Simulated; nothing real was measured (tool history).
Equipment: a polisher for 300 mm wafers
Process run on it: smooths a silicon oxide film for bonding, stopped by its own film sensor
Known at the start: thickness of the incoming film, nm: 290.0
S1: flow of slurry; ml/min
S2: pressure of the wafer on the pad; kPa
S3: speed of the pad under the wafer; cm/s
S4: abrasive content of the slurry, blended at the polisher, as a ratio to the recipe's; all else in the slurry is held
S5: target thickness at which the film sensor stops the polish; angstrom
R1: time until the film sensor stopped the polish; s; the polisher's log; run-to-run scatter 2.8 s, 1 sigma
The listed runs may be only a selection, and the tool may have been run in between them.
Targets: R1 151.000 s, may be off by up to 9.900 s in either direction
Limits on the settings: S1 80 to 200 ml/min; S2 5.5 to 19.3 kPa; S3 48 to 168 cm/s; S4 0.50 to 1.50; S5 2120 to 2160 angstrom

Run 1, hour 0.0: S1 130 ml/min, S2 12.4 kPa, S3 108 cm/s, S4 1.00, S5 2160 angstrom. Result: R1 88.000 s.
Run 2, hour 5.4: S1 130 ml/min, S2 12.4 kPa, S3 108 cm/s, S4 1.00, S5 2160 angstrom. Result: R1 92.585 s.
Run 3, hour 7.0: S1 130 ml/min, S2 11.7 kPa, S3 106 cm/s, S4 1.00, S5 2160 angstrom. Result: R1 98.385 s.
Run 4, hour 15.2: S1 130 ml/min, S2 11.0 kPa, S3 106 cm/s, S4 1.00, S5 2160 angstrom. Result: R1 102.420 s.
Run 5, hour 23.6: S1 130 ml/min, S2 10.3 kPa, S3 106 cm/s, S4 1.00, S5 2160 angstrom. Result: R1 110.540 s.
Run 6, hour 30.4: S1 130 ml/min, S2 10.3 kPa, S3 106 cm/s, S4 1.00, S5 2120 angstrom. Result: R1 114.950 s.
Run 7, hour 34.2: S1 130 ml/min, S2 9.7 kPa, S3 106 cm/s, S4 1.00, S5 2120 angstrom. Result: R1 127.690 s.
Run 8, hour 36.0: S1 130 ml/min, S2 9.0 kPa, S3 104 cm/s, S4 1.00, S5 2120 angstrom. Result: R1 132.800 s.

Of the 5 settings listed for the next run, only one would bring every result within its allowed miss of target. Which one?
Run A, hour 37.8: S1 120 ml/min, S2 10.3 kPa, S3 120 cm/s, S4 0.85, S5 2160 angstrom. Result: R1 ?.
Run B, hour 37.8: S1 105 ml/min, S2 10.3 kPa, S3 110 cm/s, S4 0.95, S5 2150 angstrom. Result: R1 ?.
Run C, hour 37.8: S1 160 ml/min, S2 9.0 kPa, S3 118 cm/s, S4 0.90, S5 2160 angstrom. Result: R1 ?.
Run D, hour 37.8: S1 120 ml/min, S2 8.3 kPa, S3 100 cm/s, S4 0.95, S5 2140 angstrom. Result: R1 ?.
Run E, hour 37.8: S1 120 ml/min, S2 10.3 kPa, S3 92 cm/s, S4 0.95, S5 2160 angstrom. Result: R1 ?.

move       R1
   A  114.390
   B  116.750
   C  119.530
   D  151.230
   E  125.770
A: lands further from the targets than the last run did
B: lands further from the targets than the last run did
C: lands further from the targets than the last run did
D: every result within its allowed miss
E: lands further from the targets than the last run did
Go with D: it meets all targets.

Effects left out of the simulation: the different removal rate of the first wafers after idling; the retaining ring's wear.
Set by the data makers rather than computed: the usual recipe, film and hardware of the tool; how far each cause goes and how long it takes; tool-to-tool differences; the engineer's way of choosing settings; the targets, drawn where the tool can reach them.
